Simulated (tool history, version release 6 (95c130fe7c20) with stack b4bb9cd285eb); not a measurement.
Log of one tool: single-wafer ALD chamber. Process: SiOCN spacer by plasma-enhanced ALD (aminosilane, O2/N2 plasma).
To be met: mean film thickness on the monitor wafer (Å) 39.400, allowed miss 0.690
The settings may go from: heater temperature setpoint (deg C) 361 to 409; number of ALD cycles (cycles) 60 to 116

| run | hour | heater temperature setpoint (deg C) | number of ALD cycles (cycles) | mean film thickness on the monitor wafer (Å) |
|---|---|---|---|---|
| 1 | 0.0 | 385 | 88 | 52.055 |
| 2 | 6.3 | 379 | 88 | 52.401 |
| 3 | 13.1 | 389 | 88 | 52.461 |
| 4 | 21.6 | 389 | 80 | 47.991 |
| 5 | 25.0 | 389 | 85 | 50.856 |
| 6 | 34.1 | 389 | 77 | 45.648 |
| 7 | 43.3 | 389 | 63 | 37.525 |
| 8 | 44.1 | 389 | 64 | 38.040 |

5 next moves are on the table. One of them brings every result within its allowed miss. Which?
| A | 44.9 | 386 | 63 | ? |
| B | 44.9 | 370 | 64 | ? |
| C | 44.9 | 387 | 60 | ? |
| D | 44.9 | 387 | 69 | ? |
| E | 44.9 | 382 | 66 | ? |

| move | mean film thickness on the monitor wafer (Å) |
|---|---|
| A | 37.445 |
| B | 38.039 |
| C | 35.662 |
| D | 41.011 |
| E | 39.228 |
A: further off than the last run
B: as far off as the last run
C: further off than the last run
D: takes the result that was furthest off past its target
E: meets every target
The right move is E.
